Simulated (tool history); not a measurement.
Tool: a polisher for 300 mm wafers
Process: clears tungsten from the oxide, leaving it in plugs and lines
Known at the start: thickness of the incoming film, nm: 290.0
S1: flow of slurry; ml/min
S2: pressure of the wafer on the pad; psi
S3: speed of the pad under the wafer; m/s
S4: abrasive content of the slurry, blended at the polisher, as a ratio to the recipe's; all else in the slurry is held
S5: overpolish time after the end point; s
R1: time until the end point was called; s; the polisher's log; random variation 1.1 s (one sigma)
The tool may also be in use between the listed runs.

run,hour,S1,S2,S3,S4,S5,R1
1,0.0,220,2.3,1.32,1.0,3,80.242
2,1.6,220,2.1,1.32,1.0,3,89.483
3,4.4,220,2.1,1.44,1.0,3,80.614
4,5.6,220,2.1,1.44,1.2,3,78.068
5,10.8,220,2.1,1.24,1.2,3,86.479
6,12.0,220,1.9,1.24,1.2,3,95.736
7,13.9,215,1.5,1.24,1.2,3,120.180

Forecast run 8:
8,20.4,220,1.5,1.24,1.2,3,?

R1: 120.190 s
